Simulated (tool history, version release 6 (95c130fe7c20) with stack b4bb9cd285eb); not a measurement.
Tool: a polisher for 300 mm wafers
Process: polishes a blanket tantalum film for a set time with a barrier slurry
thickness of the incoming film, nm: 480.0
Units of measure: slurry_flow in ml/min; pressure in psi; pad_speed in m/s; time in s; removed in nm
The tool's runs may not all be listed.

run  hour  slurry_flow  pressure  pad_speed  slurry_solids  time  removed
  1   0.0          260       1.6       0.96            1.0    62   74.259
  2   7.1          305       1.6       0.96            1.0    62   74.681
  3  11.6          305       1.6       1.06            1.0    62   82.511
  4  17.7          305       1.3       1.04            1.0    62   69.517
  5  21.5          305       1.3       1.22            1.0    62   81.527
  6  24.7          305       1.1       1.12            1.0    62   66.444
  7  32.9          305       1.0       1.06            1.0    62   59.079
  8  41.8          305       0.9       1.02            1.0    62   52.003

What does the tool deliver on the next run?
  9  49.2          305       0.8       1.00            1.0    62        ?

removed: 47.159 nm

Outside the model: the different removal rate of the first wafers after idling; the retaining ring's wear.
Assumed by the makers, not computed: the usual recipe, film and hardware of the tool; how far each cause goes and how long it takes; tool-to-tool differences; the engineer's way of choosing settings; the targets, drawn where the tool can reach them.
